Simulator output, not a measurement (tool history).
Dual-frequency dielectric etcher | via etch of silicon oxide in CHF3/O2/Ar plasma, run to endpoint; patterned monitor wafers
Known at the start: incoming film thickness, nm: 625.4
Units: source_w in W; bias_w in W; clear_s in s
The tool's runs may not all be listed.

run  hour  source_w  bias_w  clear_s
  1   0.0       900     207   232.75
  2   7.9       740     207   242.17
  3  12.1       630     207   254.95
  4  19.6       730     215   240.31
  5  20.3       730     189   256.15
  6  21.2       820     197   242.44
     27.1  -- wet clean of the chamber
  7  27.1       890     203   242.31
  8  29.5       910     219   232.75

The next listed run, before its measurement:
  9  38.2       960     231        ?

Run 9 gave clear_s 226.49 s.
